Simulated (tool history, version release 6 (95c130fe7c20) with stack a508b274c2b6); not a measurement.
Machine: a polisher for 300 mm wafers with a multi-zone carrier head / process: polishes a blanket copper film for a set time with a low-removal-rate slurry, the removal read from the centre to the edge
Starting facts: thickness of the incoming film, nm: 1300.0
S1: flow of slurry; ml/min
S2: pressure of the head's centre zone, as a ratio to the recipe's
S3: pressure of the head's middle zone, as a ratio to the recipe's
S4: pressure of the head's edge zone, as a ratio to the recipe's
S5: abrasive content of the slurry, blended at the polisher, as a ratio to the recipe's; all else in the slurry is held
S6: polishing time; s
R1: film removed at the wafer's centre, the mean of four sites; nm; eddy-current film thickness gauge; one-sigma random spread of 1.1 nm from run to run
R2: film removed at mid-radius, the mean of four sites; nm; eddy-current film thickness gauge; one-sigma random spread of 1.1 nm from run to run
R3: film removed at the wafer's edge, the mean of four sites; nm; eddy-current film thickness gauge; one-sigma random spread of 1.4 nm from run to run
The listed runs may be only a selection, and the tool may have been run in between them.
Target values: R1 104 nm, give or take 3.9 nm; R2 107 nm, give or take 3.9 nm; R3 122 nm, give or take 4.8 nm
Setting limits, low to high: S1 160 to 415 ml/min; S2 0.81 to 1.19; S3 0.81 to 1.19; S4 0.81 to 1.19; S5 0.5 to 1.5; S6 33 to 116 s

| run | hour | S1 | S2 | S3 | S4 | S5 | S6 | R1 | R2 | R3 |
|---|---|---|---|---|---|---|---|---|---|---|
| 1 | 0 | 265 | 1 | 1 | 1 | 1 | 74 | 154.36 | 150.39 | 156.49 |
| 2 | 6.4 | 265 | 1.05 | 1 | 1 | 1 | 74 | 159.76 | 150.34 | 151.37 |
| 3 | 7.2 | 260 | 1.01 | 0.99 | 0.99 | 0.9 | 71 | 142.68 | 139.98 | 140.07 |
| 4 | 15.8 | 260 | 1.01 | 0.99 | 1.08 | 0.9 | 71 | 145.01 | 137.68 | 152.3 |
| 5 | 17.2 | 260 | 1.01 | 0.99 | 1.08 | 0.75 | 71 | 140.5 | 139.12 | 145.17 |
| 6 | 19.6 | 250 | 0.98 | 0.95 | 1.07 | 0.7 | 70 | 131.69 | 128.13 | 144.44 |
| 7 | 26.6 | 245 | 0.96 | 0.93 | 1.04 | 0.65 | 69 | 127.47 | 122.44 | 135.28 |
| 8 | 34.1 | 240 | 0.93 | 0.92 | 1.03 | 0.6 | 68 | 117.3 | 118.22 | 132.21 |
| 9 | 35.6 | 235 | 0.92 | 0.91 | 1.02 | 0.6 | 68 | 120.47 | 116.88 | 132.07 |
| 10 | 36.8 | 235 | 0.9 | 0.91 | 1.01 | 0.6 | 67 | 112.98 | 114.64 | 131.61 |
| 11 | 43.2 | 230 | 0.89 | 0.9 | 1 | 0.6 | 67 | 112.31 | 115.38 | 127.67 |
| 12 | 46 | 225 | 0.88 | 0.89 | 1 | 0.6 | 67 | 112.74 | 113.54 | 127.08 |
| 13 | 53 | 225 | 0.87 | 0.88 | 1 | 0.6 | 67 | 109.98 | 113.57 | 128.68 |
| 14 | 59.4 | 225 | 0.86 | 0.87 | 0.99 | 0.6 | 67 | 105.69 | 112.41 | 128.27 |
| 15 | 65 | 210 | 0.89 | 0.84 | 0.93 | 0.5 | 67 | 108.1 | 104.15 | 119.7 |

Below are 4 possible settings for the next run. Only one of them brings all results inside the allowed miss of their targets. Which is it?
| A | 70.6 | 180 | 0.86 | 0.87 | 0.97 | 0.55 | 67 | ? | ? | ? |
| B | 70.6 | 195 | 0.92 | 0.81 | 1.01 | 0.5 | 64 | ? | ? | ? |
| C | 70.6 | 250 | 0.99 | 0.83 | 0.89 | 0.5 | 67 | ? | ? | ? |
| D | 70.6 | 170 | 0.92 | 0.81 | 1.05 | 0.6 | 67 | ? | ? | ? |

| move | R1 | R2 | R3 |
|---|---|---|---|
| A | 103.69 | 108.25 | 121.97 |
| B | 106.71 | 97.984 | 119.04 |
| C | 125.45 | 108.65 | 120.75 |
| D | 110.55 | 101.82 | 126.97 |
A: meets every target
B: the furthest-off result lands on target, but another misses its tolerance
C: its largest miss is bigger than the last run's
D: its largest miss is bigger than the last run's
A is the move that brings every result within its allowed miss.
